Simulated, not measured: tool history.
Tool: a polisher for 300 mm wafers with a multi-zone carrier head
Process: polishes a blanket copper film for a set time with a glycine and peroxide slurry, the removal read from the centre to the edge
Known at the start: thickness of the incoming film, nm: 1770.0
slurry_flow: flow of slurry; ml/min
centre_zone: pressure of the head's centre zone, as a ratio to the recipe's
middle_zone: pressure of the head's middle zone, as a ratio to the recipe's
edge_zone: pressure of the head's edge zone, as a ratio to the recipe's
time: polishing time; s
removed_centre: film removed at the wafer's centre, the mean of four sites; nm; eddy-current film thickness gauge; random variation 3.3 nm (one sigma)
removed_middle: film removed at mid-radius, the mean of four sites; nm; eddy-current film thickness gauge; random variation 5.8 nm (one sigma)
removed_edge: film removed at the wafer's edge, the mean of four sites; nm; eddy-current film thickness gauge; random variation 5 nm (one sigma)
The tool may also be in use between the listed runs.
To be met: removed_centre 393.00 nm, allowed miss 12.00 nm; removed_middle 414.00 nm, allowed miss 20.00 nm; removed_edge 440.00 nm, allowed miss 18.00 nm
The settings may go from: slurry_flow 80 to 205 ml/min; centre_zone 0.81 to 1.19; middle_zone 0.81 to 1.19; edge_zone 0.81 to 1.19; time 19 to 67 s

{"run": 1, "hour": 0.0, "slurry_flow": 135, "centre_zone": 1.0, "middle_zone": 1.0, "edge_zone": 1.0, "time": 43, "removed_centre": 291.25, "removed_middle": 283.89, "removed_edge": 287.61}
{"run": 2, "hour": 4.6, "slurry_flow": 140, "centre_zone": 0.99, "middle_zone": 1.01, "edge_zone": 1.04, "time": 47, "removed_centre": 313.48, "removed_middle": 319.1, "removed_edge": 325.02}
{"run": 3, "hour": 11.8, "slurry_flow": 145, "centre_zone": 0.99, "middle_zone": 1.01, "edge_zone": 1.07, "time": 49, "removed_centre": 329.69, "removed_middle": 333.07, "removed_edge": 337.38}
{"run": 4, "hour": 20.7, "slurry_flow": 140, "centre_zone": 0.98, "middle_zone": 1.0, "edge_zone": 1.08, "time": 52, "removed_centre": 350.09, "removed_middle": 354.29, "removed_edge": 364.38}
{"run": 5, "hour": 21.3, "slurry_flow": 140, "centre_zone": 1.02, "middle_zone": 1.0, "edge_zone": 1.08, "time": 52, "removed_centre": 357.35, "removed_middle": 351.64, "removed_edge": 365.17}
{"run": 6, "hour": 23.9, "slurry_flow": 155, "centre_zone": 1.02, "middle_zone": 1.0, "edge_zone": 1.08, "time": 52, "removed_centre": 368.16, "removed_middle": 354.59, "removed_edge": 369.92}
{"run": 7, "hour": 28.7, "slurry_flow": 155, "centre_zone": 1.0, "middle_zone": 1.0, "edge_zone": 1.11, "time": 54, "removed_centre": 369.62, "removed_middle": 365.78, "removed_edge": 388.86}
{"run": 8, "hour": 36.6, "slurry_flow": 155, "centre_zone": 0.99, "middle_zone": 1.01, "edge_zone": 1.13, "time": 55, "removed_centre": 382.56, "removed_middle": 373.22, "removed_edge": 397.74}
{"run": 9, "hour": 37.5, "slurry_flow": 170, "centre_zone": 0.89, "middle_zone": 1.03, "edge_zone": 1.17, "time": 59, "removed_centre": 373.47, "removed_middle": 434.02, "removed_edge": 437.64}
{"run": 10, "hour": 45.8, "slurry_flow": 170, "centre_zone": 0.9, "middle_zone": 1.02, "edge_zone": 1.17, "time": 59, "removed_centre": 374.81, "removed_middle": 419.9, "removed_edge": 435.53}
{"run": 11, "hour": 51.0, "slurry_flow": 170, "centre_zone": 0.9, "middle_zone": 1.02, "edge_zone": 1.17, "time": 59, "removed_centre": 377.5, "removed_middle": 420.05, "removed_edge": 440.71}
{"run": 12, "hour": 51.8, "slurry_flow": 170, "centre_zone": 0.91, "middle_zone": 1.02, "edge_zone": 1.17, "time": 59, "removed_centre": 380.86, "removed_middle": 416.4, "removed_edge": 437.25}

5 next moves are on the table. One of them brings every result within its allowed miss. Which?
{"run": "A", "hour": 52.6, "slurry_flow": 175, "centre_zone": 0.92, "middle_zone": 1.11, "edge_zone": 1.16, "time": 60, "removed_centre": "?", "removed_middle": "?", "removed_edge": "?"}
{"run": "B", "hour": 52.6, "slurry_flow": 185, "centre_zone": 0.87, "middle_zone": 0.94, "edge_zone": 1.19, "time": 63, "removed_centre": "?", "removed_middle": "?", "removed_edge": "?"}
{"run": "C", "hour": 52.6, "slurry_flow": 200, "centre_zone": 0.86, "middle_zone": 1.02, "edge_zone": 1.09, "time": 58, "removed_centre": "?", "removed_middle": "?", "removed_edge": "?"}
{"run": "D", "hour": 52.6, "slurry_flow": 175, "centre_zone": 0.92, "middle_zone": 0.98, "edge_zone": 1.12, "time": 61, "removed_centre": "?", "removed_middle": "?", "removed_edge": "?"}
{"run": "E", "hour": 52.6, "slurry_flow": 175, "centre_zone": 0.87, "middle_zone": 0.98, "edge_zone": 1.19, "time": 59, "removed_centre": "?", "removed_middle": "?", "removed_edge": "?"}

move=A removed_centre=391.86 removed_middle=461.31 removed_edge=454.71
move=B removed_centre=392.76 removed_middle=424.36 removed_edge=486.67
move=C removed_centre=362.19 removed_middle=423.20 removed_edge=435.11
move=D removed_centre=398.03 removed_middle=421.92 removed_edge=456.40
move=E removed_centre=364.51 removed_middle=408.16 removed_edge=452.76
A: brings the result that was furthest off to its target, and leaves another outside
B: brings the result that was furthest off to its target, and leaves another outside
C: further off than the last run
D: meets every target
E: further off than the last run
Answer: D
